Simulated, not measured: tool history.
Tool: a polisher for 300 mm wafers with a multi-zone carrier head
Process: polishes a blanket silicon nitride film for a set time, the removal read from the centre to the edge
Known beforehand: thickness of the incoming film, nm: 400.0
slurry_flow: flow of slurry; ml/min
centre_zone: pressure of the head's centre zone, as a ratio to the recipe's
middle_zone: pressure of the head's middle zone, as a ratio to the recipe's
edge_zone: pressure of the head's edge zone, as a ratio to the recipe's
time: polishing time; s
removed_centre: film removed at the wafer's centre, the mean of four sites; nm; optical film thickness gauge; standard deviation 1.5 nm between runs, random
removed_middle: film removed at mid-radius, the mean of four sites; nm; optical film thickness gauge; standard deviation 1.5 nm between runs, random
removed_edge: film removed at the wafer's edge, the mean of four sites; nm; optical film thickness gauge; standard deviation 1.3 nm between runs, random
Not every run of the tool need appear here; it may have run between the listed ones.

{"run": 1, "day": 0.0, "slurry_flow": 275, "centre_zone": 1.0, "middle_zone": 1.0, "edge_zone": 1.0, "time": 66, "removed_centre": 95.864, "removed_middle": 93.525, "removed_edge": 90.716}
{"run": 2, "day": 0.279, "slurry_flow": 275, "centre_zone": 1.01, "middle_zone": 1.02, "edge_zone": 1.0, "time": 67, "removed_centre": 98.594, "removed_middle": 96.01, "removed_edge": 96.483}
{"run": 3, "day": 0.554, "slurry_flow": 290, "centre_zone": 1.01, "middle_zone": 1.02, "edge_zone": 0.98, "time": 68, "removed_centre": 97.21, "removed_middle": 100.03, "removed_edge": 93.581}
{"run": 4, "day": 0.633, "slurry_flow": 290, "centre_zone": 1.01, "middle_zone": 0.99, "edge_zone": 0.98, "time": 68, "removed_centre": 100.42, "removed_middle": 95.718, "removed_edge": 94.321}
{"run": 5, "day": 0.854, "slurry_flow": 290, "centre_zone": 1.06, "middle_zone": 0.99, "edge_zone": 0.98, "time": 68, "removed_centre": 103.73, "removed_middle": 95.724, "removed_edge": 94.065}
{"run": 6, "day": 0.988, "slurry_flow": 295, "centre_zone": 1.07, "middle_zone": 1.0, "edge_zone": 0.97, "time": 69, "removed_centre": 107.34, "removed_middle": 101.51, "removed_edge": 95.204}
{"run": 7, "day": 1.229, "slurry_flow": 330, "centre_zone": 1.14, "middle_zone": 1.09, "edge_zone": 1.02, "time": 73, "removed_centre": 120.03, "removed_middle": 113.17, "removed_edge": 106.46}

Run 8, settings as shown, results not yet in. Your forecast:
{"run": 8, "day": 1.504, "slurry_flow": 330, "centre_zone": 1.14, "middle_zone": 1.09, "edge_zone": 1.01, "time": 73, "removed_centre": "?", "removed_middle": "?", "removed_edge": "?"}

Run 8 came out at removed_centre 118.240 nm, removed_middle 112.220 nm, removed_edge 102.200 nm.
